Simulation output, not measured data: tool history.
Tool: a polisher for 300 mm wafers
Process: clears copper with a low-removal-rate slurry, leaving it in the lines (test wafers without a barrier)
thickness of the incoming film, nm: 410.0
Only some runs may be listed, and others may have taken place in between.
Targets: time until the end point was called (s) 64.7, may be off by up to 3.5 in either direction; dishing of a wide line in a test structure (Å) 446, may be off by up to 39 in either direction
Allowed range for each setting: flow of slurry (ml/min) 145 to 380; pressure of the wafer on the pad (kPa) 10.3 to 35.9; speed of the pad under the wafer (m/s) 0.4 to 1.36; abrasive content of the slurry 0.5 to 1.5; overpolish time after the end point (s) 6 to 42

run    day  flow of slurry (ml/min)  pressure of the wafer on the pad (kPa)  speed of the pad under the wafer (m/s)  abrasive content of the slurry  overpolish time after the end point (s)  time until the end point was called (s)  dishing of a wide line in a test structure (Å)
  1      0                      245                                    22.8                                    0.88                               1                                       21                                   124.71                                          351.68
  2  0.304                      245                                    18.6                                    0.88                               1                                       21                                   150.15                                           330.8
  3  0.679                      245                                    24.1                                     0.9                               1                                       20                                      116                                          357.16
  4  0.954                      245                                    27.6                                    0.92                               1                                       19                                   97.555                                          407.98
  5  1.321                      245                                    30.3                                    0.94                               1                                       16                                   87.897                                          386.83
  6  1.658                      245                                    31.7                                    0.96                               1                                       15                                   81.718                                          388.63
  7  1.883                      245                                    33.1                                    0.98                               1                                       15                                    77.29                                          402.83
  8  2.221                      245                                    33.8                                       1                               1                                       15                                   75.002                                          424.79
  9  2.246                      245                                    35.9                                    1.06                               1                                       12                                   64.853                                          388.02
 10  2.388                      245                                    35.9                                    1.06                               1                                       13                                   67.514                                          413.79

Next run, 5 choices. One meets every target within its allowed miss, the rest don't. Which?
  A  2.529                      215                                    32.4                                     1.1                               1                                       12                                        ?                                               ?
  B  2.529                      275                                    35.9                                    0.98                             0.9                                       12                                        ?                                               ?
  C  2.529                      270                                    35.9                                    0.92                             1.2                                       12                                        ?                                               ?
  D  2.529                      230                                    35.2                                    0.92                            1.05                                       23                                        ?                                               ?
  E  2.529                      220                                    35.9                                     1.1                             0.9                                       15                                        ?                                               ?

move  time until the end point was called (s)  dishing of a wide line in a test structure (Å)
   A                                    72.47                                          366.24
   B                                   72.905                                          367.05
   C                                   73.438                                          365.49
   D                                   78.211                                          483.02
   E                                   66.777                                          432.52
A: further off than the last run
B: further off than the last run
C: further off than the last run
D: brings the result that was furthest off to its target, and leaves another outside
E: in spec on every target
E is the move that brings every result within its allowed miss.

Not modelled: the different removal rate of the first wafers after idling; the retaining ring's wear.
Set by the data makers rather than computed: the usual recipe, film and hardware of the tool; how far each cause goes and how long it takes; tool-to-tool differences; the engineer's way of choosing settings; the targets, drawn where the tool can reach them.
